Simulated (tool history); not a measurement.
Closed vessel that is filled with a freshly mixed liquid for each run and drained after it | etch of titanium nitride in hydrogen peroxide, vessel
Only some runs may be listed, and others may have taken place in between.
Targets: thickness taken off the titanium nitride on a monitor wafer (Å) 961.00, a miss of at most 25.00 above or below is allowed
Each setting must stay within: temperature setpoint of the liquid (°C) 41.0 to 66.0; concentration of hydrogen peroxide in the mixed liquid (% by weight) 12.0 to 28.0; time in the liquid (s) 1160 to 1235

run	hour	temperature setpoint of the liquid (°C)	concentration of hydrogen peroxide in the mixed liquid (% by weight)	time in the liquid (s)	thickness taken off the titanium nitride on a monitor wafer (Å)
1	0.0	57.0	19.0	1160	494.63
2	8.8	59.5	19.5	1165	597.98
3	15.5	59.5	19.5	1235	630.73
4	18.4	61.0	19.5	1235	697.09
5	22.0	62.5	20.0	1235	768.96
6	24.7	62.5	22.5	1235	788.84
7	27.8	63.5	22.5	1235	859.43
8	35.1	64.0	22.5	1235	877.28
9	38.6	64.5	22.5	1235	911.82

4 candidate next runs follow, results not yet known. Just one meets every target within its allowed miss. Identify it.
A	42.1	64.0	23.5	1180	?
B	42.1	65.5	21.0	1235	?
C	42.1	66.0	22.0	1230	?
D	42.1	66.0	23.0	1235	?

move	thickness taken off the titanium nitride on a monitor wafer (Å)
A	852.71
B	961.77
C	999.82
D	1013.60
A: the biggest miss grows against the last run
B: meets every target
C: pushes the last run's worst result past its target
D: pushes the last run's worst result past its target
Correct choice: B, which meets every target

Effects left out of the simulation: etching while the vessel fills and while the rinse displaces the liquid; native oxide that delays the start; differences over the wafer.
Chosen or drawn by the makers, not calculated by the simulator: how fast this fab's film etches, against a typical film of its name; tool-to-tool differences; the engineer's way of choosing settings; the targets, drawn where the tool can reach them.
